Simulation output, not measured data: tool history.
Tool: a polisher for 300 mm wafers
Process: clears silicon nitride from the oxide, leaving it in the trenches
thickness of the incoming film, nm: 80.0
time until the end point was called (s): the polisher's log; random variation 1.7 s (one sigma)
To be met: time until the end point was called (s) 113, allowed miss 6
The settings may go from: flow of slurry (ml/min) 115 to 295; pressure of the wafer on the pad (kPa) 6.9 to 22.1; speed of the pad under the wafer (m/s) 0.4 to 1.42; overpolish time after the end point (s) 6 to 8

run,day,flow of slurry (ml/min),pressure of the wafer on the pad (kPa),speed of the pad under the wafer (m/s),overpolish time after the end point (s),time until the end point was called (s)
1,0,190,14.5,0.9,8,155.2
2,0.088,190,14.5,0.9,8,158.82
3,0.3,190,16.5,0.9,8,142.46
4,0.446,190,13.1,0.9,8,162.91
5,0.783,190,15.2,0.92,8,154.76
6,0.879,190,16.5,0.96,8,141.69
7,1.1,190,16.5,0.96,8,137.93
8,1.262,190,17.2,0.98,8,128.25
9,1.396,190,17.9,0.98,8,122.86
10,1.629,190,18.6,0.98,8,121.99

Which of these 5 next moves meets every target?
A,1.862,190,20,0.86,6,?
B,1.862,225,22.1,1.02,6,?
C,1.862,165,19.3,1.1,7,?
D,1.862,185,17.2,1.06,8,?
E,1.862,180,17.9,0.9,8,?

move,time until the end point was called (s)
A,125.87
B,101.7
C,110.55
D,122.16
E,133.48
A: further off than the last run
B: takes the result that was furthest off past its target
C: meets every target
D: as far off as the last run
E: further off than the last run
Move C is the one to make.
